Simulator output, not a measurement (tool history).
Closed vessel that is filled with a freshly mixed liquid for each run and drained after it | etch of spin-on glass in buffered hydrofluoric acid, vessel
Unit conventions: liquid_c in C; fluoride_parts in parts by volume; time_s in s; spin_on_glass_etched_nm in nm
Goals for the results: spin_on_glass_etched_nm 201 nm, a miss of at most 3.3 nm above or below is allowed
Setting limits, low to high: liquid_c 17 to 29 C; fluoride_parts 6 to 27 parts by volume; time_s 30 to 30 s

run  hour  liquid_c  fluoride_parts  time_s  spin_on_glass_etched_nm
  1     0        21            16.5      30                   79.394
  2   7.6        24            16.5      30                   93.721
  3  13.5        24            16.5      30                   93.327
  4    21      24.5            15.5      30                   102.17
  5  29.2        28            15.5      30                   122.86
  6    36        28            15.5      30                   123.81
  7  38.7        28            14.5      30                   132.24
  8  43.9        28              14      30                   136.53
  9  48.8        28            13.5      30                   141.14
 10    51        28              13      30                   146.45
 11  56.9        28              13      30                   146.96
 12  59.1        28            12.5      30                   152.13
 13  62.6        28              12      30                   159.25
 14  71.9        28            11.5      30                   166.71
 15  73.4      28.5            10.5      30                   184.24

Below are 5 possible settings for the next run. Only one of them brings all results inside the allowed miss of their targets. Which is it?
  A  74.9        27               9      30                        ?
  B  74.9        29            10.5      30                        ?
  C  74.9      25.5               8      30                        ?
  D  74.9      27.5             9.5      30                        ?
  E  74.9      27.5             8.5      30                        ?

move  spin_on_glass_etched_nm
   A                   192.94
   B                   191.52
   C                   202.26
   D                   191.54
   E                   210.83
A: closes in on the targets versus the last run, not all within tolerance yet
B: closes in on the targets versus the last run, not all within tolerance yet
C: all results land within tolerance of their targets
D: closes in on the targets versus the last run, not all within tolerance yet
E: carries the result that was furthest off beyond its target, to the other side
The right move is C.
